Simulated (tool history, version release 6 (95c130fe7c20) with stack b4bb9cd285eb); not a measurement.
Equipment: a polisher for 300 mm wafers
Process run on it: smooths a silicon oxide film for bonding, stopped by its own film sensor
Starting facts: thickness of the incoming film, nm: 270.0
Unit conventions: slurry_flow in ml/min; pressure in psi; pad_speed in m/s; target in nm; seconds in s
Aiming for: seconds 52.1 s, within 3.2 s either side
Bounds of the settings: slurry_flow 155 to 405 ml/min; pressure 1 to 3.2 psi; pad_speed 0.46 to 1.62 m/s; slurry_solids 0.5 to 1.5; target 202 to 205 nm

run	day	slurry_flow	pressure	pad_speed	slurry_solids	target	seconds
1	0	260	2.1	1.04	1	205	76.36
2	0.242	260	2.1	1.04	1	202	82.218
3	0.508	260	2.6	1.04	1	202	69.998
4	0.683	260	2.7	1.06	1	202	67.557
5	0.875	260	2.7	1.08	1	202	68.502
6	1.158	260	2.7	1.1	1	202	66.442
7	1.388	260	2.7	1.1	1	202	68.082
8	1.575	260	2.7	1.12	1	202	64.716
9	1.917	260	2.7	1.14	1	202	65.896
10	2.125	260	2.7	1.16	1	202	63.758
11	2.233	260	2.7	1.18	1	202	61.98
12	2.442	260	2.9	1.22	1	202	60.002
13	2.717	260	2.9	1.24	1	202	57.435

Exercise: of the 5 proposed moves below, exactly one satisfies all targets within the stated allowed misses. Which move is it?
A	2.992	315	2.6	1.3	0.85	205	?
B	2.992	295	3.2	1.3	1.3	205	?
C	2.992	255	2.7	1.36	1.1	205	?
D	2.992	210	2.8	1.3	1.1	202	?
E	2.992	265	2.6	1.12	1	202	?

move	seconds
A	61.277
B	46.021
C	54.059
D	58.173
E	68.091
A: further off than the last run
B: pushes the last run's worst result past its target
C: all results land within tolerance of their targets
D: further off than the last run
E: further off than the last run
The move that meets every target is C.

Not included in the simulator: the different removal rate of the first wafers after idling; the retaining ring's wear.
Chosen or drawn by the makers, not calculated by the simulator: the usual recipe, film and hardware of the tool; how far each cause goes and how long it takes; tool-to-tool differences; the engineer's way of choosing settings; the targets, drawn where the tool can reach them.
